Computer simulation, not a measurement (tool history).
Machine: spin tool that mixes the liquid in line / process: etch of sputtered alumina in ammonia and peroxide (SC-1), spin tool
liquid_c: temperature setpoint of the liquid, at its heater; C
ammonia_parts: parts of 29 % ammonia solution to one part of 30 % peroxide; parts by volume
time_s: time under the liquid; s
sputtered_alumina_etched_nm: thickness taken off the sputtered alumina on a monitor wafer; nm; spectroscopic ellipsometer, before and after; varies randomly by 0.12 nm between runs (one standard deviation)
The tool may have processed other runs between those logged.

run 1 hour=0.0 | liquid_c=56.0 ammonia_parts=0.95 time_s=175 | sputtered_alumina_etched_nm=10.1710
run 2 hour=7.3 | liquid_c=58.5 ammonia_parts=0.95 time_s=175 | sputtered_alumina_etched_nm=11.5070
run 3 hour=13.4 | liquid_c=52.5 ammonia_parts=0.95 time_s=175 | sputtered_alumina_etched_nm=8.3587
run 4 hour=17.0 | liquid_c=52.5 ammonia_parts=0.95 time_s=175 | sputtered_alumina_etched_nm=8.2810
run 5 hour=19.5 | liquid_c=52.5 ammonia_parts=0.95 time_s=175 | sputtered_alumina_etched_nm=8.3494
run 6 hour=28.2 | liquid_c=52.5 ammonia_parts=0.95 time_s=190 | sputtered_alumina_etched_nm=8.9460

Expected results for the next run?
run 7 hour=33.8 | liquid_c=54.5 ammonia_parts=0.95 time_s=190 | sputtered_alumina_etched_nm=?

sputtered_alumina_etched_nm: 9.9610 nm
